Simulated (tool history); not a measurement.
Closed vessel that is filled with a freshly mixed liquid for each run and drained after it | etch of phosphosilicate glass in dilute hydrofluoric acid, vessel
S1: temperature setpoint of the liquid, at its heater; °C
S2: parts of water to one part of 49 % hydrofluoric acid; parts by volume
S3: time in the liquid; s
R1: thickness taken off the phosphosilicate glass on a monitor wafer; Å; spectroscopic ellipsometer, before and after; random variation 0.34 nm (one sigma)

run	day	S1	S2	S3	R1
1	0.000	24.0	140	210	1030.60
2	0.333	22.5	140	210	972.53
3	0.646	22.5	120	210	1161.20
4	0.938	21.0	125	210	1049.00
5	1.183	21.0	125	220	1095.10
6	1.362	20.0	125	220	1050.20
7	1.588	19.0	125	220	1006.10
8	1.821	18.5	125	220	990.08
9	1.892	18.0	125	220	971.08

The next listed run, before its measurement:
10	2.229	17.5	125	220	?

R1: 948.17 Å

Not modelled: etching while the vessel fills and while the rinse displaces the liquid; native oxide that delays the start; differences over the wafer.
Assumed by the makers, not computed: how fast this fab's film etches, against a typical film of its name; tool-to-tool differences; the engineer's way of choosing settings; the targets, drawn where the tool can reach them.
